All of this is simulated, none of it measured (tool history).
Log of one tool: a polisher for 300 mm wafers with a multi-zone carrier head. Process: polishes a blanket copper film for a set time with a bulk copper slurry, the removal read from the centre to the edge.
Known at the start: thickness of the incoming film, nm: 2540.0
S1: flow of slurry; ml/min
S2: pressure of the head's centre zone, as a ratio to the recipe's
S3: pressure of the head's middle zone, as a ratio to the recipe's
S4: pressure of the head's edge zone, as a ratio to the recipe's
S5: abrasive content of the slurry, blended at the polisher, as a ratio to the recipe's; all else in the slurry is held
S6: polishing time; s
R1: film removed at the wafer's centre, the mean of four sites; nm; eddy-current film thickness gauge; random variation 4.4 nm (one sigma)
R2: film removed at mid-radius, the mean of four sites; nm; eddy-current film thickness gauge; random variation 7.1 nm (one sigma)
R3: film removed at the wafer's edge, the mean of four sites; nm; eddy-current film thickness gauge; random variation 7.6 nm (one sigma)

run 1 hour=0 | S1=130 S2=1 S3=1 S4=1 S5=1 S6=71 | R1=825.49 R2=813.24 R3=816.63
run 2 hour=5.9 | S1=130 S2=1 S3=0.96 S4=1 S5=1 S6=71 | R1=828.87 R2=778.04 R3=828.98
run 3 hour=10 | S1=125 S2=0.99 S3=0.95 S4=0.99 S5=0.95 S6=71 | R1=800.54 R2=775.25 R3=810.24
run 4 hour=10.8 | S1=120 S2=0.98 S3=0.94 S4=0.99 S5=0.9 S6=71 | R1=772.41 R2=734.37 R3=805.78
run 5 hour=12.7 | S1=115 S2=0.97 S3=0.94 S4=0.98 S5=0.9 S6=71 | R1=762.51 R2=735.53 R3=782.69
run 6 hour=18.5 | S1=115 S2=0.97 S3=0.94 S4=0.98 S5=0.9 S6=80 | R1=854.98 R2=830.37 R3=897.76
run 7 hour=24.6 | S1=115 S2=0.96 S3=0.93 S4=0.97 S5=0.85 S6=79 | R1=826.11 R2=804.87 R3=886.04
run 8 hour=27.9 | S1=110 S2=0.96 S3=0.93 S4=0.96 S5=0.8 S6=78 | R1=791.61 R2=778.42 R3=829.36
run 9 hour=36.9 | S1=105 S2=0.95 S3=0.92 S4=0.95 S5=0.75 S6=78 | R1=772.08 R2=749.37 R3=813.99
run 10 hour=39.8 | S1=95 S2=0.85 S3=0.89 S4=0.85 S5=0.5 S6=75 | R1=598.44 R2=638.05 R3=701.09

Run 11 comes next. What will it give?
run 11 hour=40.4 | S1=100 S2=0.85 S3=0.89 S4=0.85 S5=0.5 S6=75 | R1=? R2=? R3=?

{"run 11": {"R1": 611.76, "R2": 653.64, "R3": 698.2}}
